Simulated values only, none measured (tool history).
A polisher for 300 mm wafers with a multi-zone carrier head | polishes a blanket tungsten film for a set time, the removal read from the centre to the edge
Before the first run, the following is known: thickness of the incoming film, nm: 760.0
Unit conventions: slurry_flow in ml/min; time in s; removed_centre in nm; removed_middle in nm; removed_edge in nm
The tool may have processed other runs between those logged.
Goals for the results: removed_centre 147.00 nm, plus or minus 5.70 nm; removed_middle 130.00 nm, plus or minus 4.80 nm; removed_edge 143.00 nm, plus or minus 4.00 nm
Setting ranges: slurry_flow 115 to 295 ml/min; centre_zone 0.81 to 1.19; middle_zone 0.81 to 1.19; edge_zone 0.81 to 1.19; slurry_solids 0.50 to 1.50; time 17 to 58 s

Run 1, hour 0.0: slurry_flow 190 ml/min, centre_zone 1.00, middle_zone 1.00, edge_zone 1.00, slurry_solids 1.00, time 37 s. Result: removed_centre 209.39 nm, removed_middle 203.58 nm, removed_edge 214.57 nm.
Run 2, hour 5.4: slurry_flow 190 ml/min, centre_zone 1.00, middle_zone 1.00, edge_zone 1.00, slurry_solids 1.00, time 32 s. Result: removed_centre 180.46 nm, removed_middle 173.65 nm, removed_edge 182.56 nm.
Run 3, hour 9.2: slurry_flow 190 ml/min, centre_zone 1.00, middle_zone 0.99, edge_zone 0.99, slurry_solids 0.95, time 32 s. Result: removed_centre 175.79 nm, removed_middle 169.37 nm, removed_edge 178.98 nm.
Run 4, hour 16.6: slurry_flow 190 ml/min, centre_zone 1.00, middle_zone 0.98, edge_zone 0.97, slurry_solids 0.90, time 32 s. Result: removed_centre 173.15 nm, removed_middle 168.27 nm, removed_edge 178.11 nm.
Run 5, hour 20.9: slurry_flow 190 ml/min, centre_zone 1.01, middle_zone 0.97, edge_zone 0.96, slurry_solids 0.85, time 32 s. Result: removed_centre 177.92 nm, removed_middle 166.09 nm, removed_edge 174.22 nm.
Run 6, hour 27.2: slurry_flow 150 ml/min, centre_zone 1.01, middle_zone 0.97, edge_zone 0.96, slurry_solids 0.85, time 32 s. Result: removed_centre 167.84 nm, removed_middle 165.72 nm, removed_edge 169.66 nm.
Run 7, hour 29.7: slurry_flow 155 ml/min, centre_zone 1.01, middle_zone 0.96, edge_zone 0.96, slurry_solids 0.80, time 32 s. Result: removed_centre 166.70 nm, removed_middle 159.52 nm, removed_edge 167.94 nm.
Run 8, hour 36.3: slurry_flow 155 ml/min, centre_zone 1.01, middle_zone 0.95, edge_zone 0.95, slurry_solids 0.75, time 32 s. Result: removed_centre 166.82 nm, removed_middle 157.04 nm, removed_edge 165.48 nm.
Run 9, hour 37.1: slurry_flow 155 ml/min, centre_zone 1.01, middle_zone 0.94, edge_zone 0.94, slurry_solids 0.70, time 32 s. Result: removed_centre 165.54 nm, removed_middle 154.35 nm, removed_edge 160.69 nm.
Run 10, hour 38.0: slurry_flow 155 ml/min, centre_zone 1.00, middle_zone 0.93, edge_zone 0.94, slurry_solids 0.70, time 32 s. Result: removed_centre 160.84 nm, removed_middle 150.12 nm, removed_edge 161.54 nm.
Run 11, hour 44.8: slurry_flow 155 ml/min, centre_zone 1.00, middle_zone 0.92, edge_zone 0.93, slurry_solids 0.70, time 32 s. Result: removed_centre 162.11 nm, removed_middle 150.31 nm, removed_edge 161.36 nm.
Run 12, hour 49.5: slurry_flow 155 ml/min, centre_zone 1.00, middle_zone 0.91, edge_zone 0.92, slurry_solids 0.70, time 32 s. Result: removed_centre 161.68 nm, removed_middle 147.17 nm, removed_edge 159.84 nm.
Run 13, hour 50.6: slurry_flow 155 ml/min, centre_zone 1.00, middle_zone 0.90, edge_zone 0.91, slurry_solids 0.70, time 32 s. Result: removed_centre 161.46 nm, removed_middle 145.25 nm, removed_edge 160.28 nm.
Run 14, hour 57.4: slurry_flow 155 ml/min, centre_zone 1.00, middle_zone 0.90, edge_zone 0.90, slurry_solids 0.70, time 32 s. Result: removed_centre 162.78 nm, removed_middle 148.62 nm, removed_edge 157.83 nm.
Run 15, hour 59.9: slurry_flow 155 ml/min, centre_zone 1.00, middle_zone 0.89, edge_zone 0.89, slurry_solids 0.70, time 32 s. Result: removed_centre 162.60 nm, removed_middle 145.88 nm, removed_edge 155.25 nm.
Run 16, hour 63.7: slurry_flow 155 ml/min, centre_zone 1.00, middle_zone 0.88, edge_zone 0.88, slurry_solids 0.70, time 32 s. Result: removed_centre 161.33 nm, removed_middle 146.02 nm, removed_edge 159.14 nm.

Of the 4 settings listed for the next run, only one would bring every result within its allowed miss of target. Which one?
Run A, hour 67.5: slurry_flow 115 ml/min, centre_zone 0.83, middle_zone 0.85, edge_zone 0.99, slurry_solids 0.70, time 34 s. Result: removed_centre ?, removed_middle ?, removed_edge ?.
Run B, hour 67.5: slurry_flow 140 ml/min, centre_zone 1.02, middle_zone 0.86, edge_zone 0.88, slurry_solids 0.70, time 31 s. Result: removed_centre ?, removed_middle ?, removed_edge ?.
Run C, hour 67.5: slurry_flow 150 ml/min, centre_zone 0.98, middle_zone 0.92, edge_zone 0.85, slurry_solids 0.70, time 30 s. Result: removed_centre ?, removed_middle ?, removed_edge ?.
Run D, hour 67.5: slurry_flow 150 ml/min, centre_zone 0.99, middle_zone 0.86, edge_zone 0.87, slurry_solids 0.85, time 28 s. Result: removed_centre ?, removed_middle ?, removed_edge ?.

move  removed_centre  removed_middle  removed_edge
   A          135.66          146.02        170.35
   B          156.47          137.35        149.56
   C          146.83          140.37        143.24
   D          144.27          130.40        140.92
A: the biggest miss grows against the last run
B: better than the last run, though not everything is in spec
C: the furthest-off result lands on target, but another misses its tolerance
D: hits every target within its allowed miss
Move D is the one to make.
